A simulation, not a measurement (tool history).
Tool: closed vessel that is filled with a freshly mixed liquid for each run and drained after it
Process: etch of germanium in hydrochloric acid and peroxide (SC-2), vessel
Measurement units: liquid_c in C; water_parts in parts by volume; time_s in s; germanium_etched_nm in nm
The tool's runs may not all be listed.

run 1 hour=0.0 | liquid_c=46.0 water_parts=7.5 time_s=30 | germanium_etched_nm=36.467
run 2 hour=7.2 | liquid_c=45.0 water_parts=7.5 time_s=30 | germanium_etched_nm=35.418
run 3 hour=11.1 | liquid_c=39.5 water_parts=7.5 time_s=30 | germanium_etched_nm=29.336
run 4 hour=14.6 | liquid_c=44.5 water_parts=7.5 time_s=30 | germanium_etched_nm=34.394
-- hour=17.2 new drum of peroxide connected
run 5 hour=17.2 | liquid_c=44.5 water_parts=6.5 time_s=30 | germanium_etched_nm=35.755
run 6 hour=25.3 | liquid_c=43.5 water_parts=6.5 time_s=30 | germanium_etched_nm=34.154
run 7 hour=27.2 | liquid_c=42.5 water_parts=6.5 time_s=30 | germanium_etched_nm=33.035

For run 8, what comes out?
run 8 hour=31.9 | liquid_c=42.0 water_parts=6.5 time_s=30 | germanium_etched_nm=?

Run 8 yielded germanium_etched_nm 31.893 nm.
